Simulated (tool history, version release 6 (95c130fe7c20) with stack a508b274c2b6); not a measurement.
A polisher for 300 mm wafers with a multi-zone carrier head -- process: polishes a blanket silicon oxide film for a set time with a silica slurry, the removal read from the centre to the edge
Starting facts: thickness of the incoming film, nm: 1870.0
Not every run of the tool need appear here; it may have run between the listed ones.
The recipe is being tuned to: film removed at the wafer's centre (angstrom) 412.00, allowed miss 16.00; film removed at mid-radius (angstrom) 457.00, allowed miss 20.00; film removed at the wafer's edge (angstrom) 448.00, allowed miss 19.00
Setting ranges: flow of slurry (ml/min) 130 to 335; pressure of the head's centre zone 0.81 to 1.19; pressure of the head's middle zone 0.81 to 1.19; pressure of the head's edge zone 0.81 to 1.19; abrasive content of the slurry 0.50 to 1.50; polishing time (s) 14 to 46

run   hour  flow of slurry (ml/min)  pressure of the head's centre zone  pressure of the head's middle zone  pressure of the head's edge zone  abrasive content of the slurry  polishing time (s)  film removed at the wafer's centre (angstrom)  film removed at mid-radius (angstrom)  film removed at the wafer's edge (angstrom)
  1    0.0                      215                                1.00                                1.00                              1.00                            1.00                  30                                         634.14                                 615.28                                       620.12
  2    8.3                      210                                0.98                                1.00                              0.98                            0.90                  30                                         594.00                                 589.42                                       597.04
  3   10.4                      210                                0.98                                1.00                              0.93                            0.90                  30                                         586.54                                 601.06                                       563.65
  4   13.8                      205                                0.96                                0.98                              0.92                            0.85                  30                                         551.38                                 550.54                                       543.60
  5   21.9                      205                                0.96                                0.98                              0.88                            0.85                  30                                         552.82                                 565.71                                       545.18
  6   28.0                      205                                0.96                                0.98                              0.93                            0.85                  30                                         563.37                                 560.21                                       553.94
  7   34.9                      200                                0.94                                0.98                              0.92                            0.80                  30                                         533.85                                 556.21                                       536.49
  8   36.0                      195                                0.92                                0.97                              0.91                            0.75                  30                                         509.27                                 522.30                                       513.48
  9   42.9                      190                                0.90                                0.97                              0.90                            0.75                  30                                         495.00                                 523.61                                       505.52
 10   49.6                      165                                0.81                                0.90                              0.85                            0.55                  30                                         372.37                                 426.20                                       431.07
 11   50.8                      165                                0.81                                0.90                              0.85                            0.55                  30                                         367.29                                 420.88                                       430.71
 12   53.9                      175                                0.82                                0.91                              0.85                            0.55                  30                                         385.39                                 420.78                                       424.90
 13   59.0                      175                                0.82                                0.92                              0.86                            0.55                  30                                         377.45                                 422.85                                       417.94
 14   63.0                      215                                0.85                                0.93                              0.90                            0.65                  30                                         441.74                                 485.83                                       483.14
 15   71.4                      210                                0.85                                0.93                              0.89                            0.65                  30                                         447.09                                 476.35                                       480.93
 16   79.1                      210                                0.85                                0.93                              0.89                            0.65                  30                                         439.41                                 485.22                                       492.27
 17   84.1                      205                                0.85                                0.93                              0.88                            0.65                  30                                         447.41                                 484.67                                       487.28
 18   89.3                      200                                0.85                                0.93                              0.88                            0.65                  30                                         443.24                                 476.27                                       476.99
 19   95.3                      195                                0.85                                0.93                              0.88                            0.65                  30                                         429.86                                 473.56                                       476.07
 20  104.2                      190                                0.85                                0.93                              0.88                            0.65                  30                                         433.81                                 469.06                                       466.00

Exercise: of the 4 proposed moves below, exactly one satisfies all targets within the stated allowed misses. Which move is it?
  A  113.1                      210                                0.88                                0.89                              0.97                            0.55                  32                                              ?                                      ?                                            ?
  B  113.1                      185                                0.91                                0.99                              0.87                            0.70                  29                                              ?                                      ?                                            ?
  C  113.1                      165                                1.00                                1.09                              0.84                            1.00                  22                                              ?                                      ?                                            ?
  D  113.1                      210                                0.86                                0.97                              0.91                            0.55                  30                                              ?                                      ?                                            ?

move  film removed at the wafer's centre (angstrom)  film removed at mid-radius (angstrom)  film removed at the wafer's edge (angstrom)
   A                                         455.37                                 453.74                                       496.93
   B                                         468.36                                 489.44                                       472.64
   C                                         446.27                                 457.24                                       405.81
   D                                         417.34                                 453.69                                       451.71
A: misses by more than the last run did
B: misses by more than the last run did
C: misses by more than the last run did
D: in spec on every target
Go with D: it meets all targets.
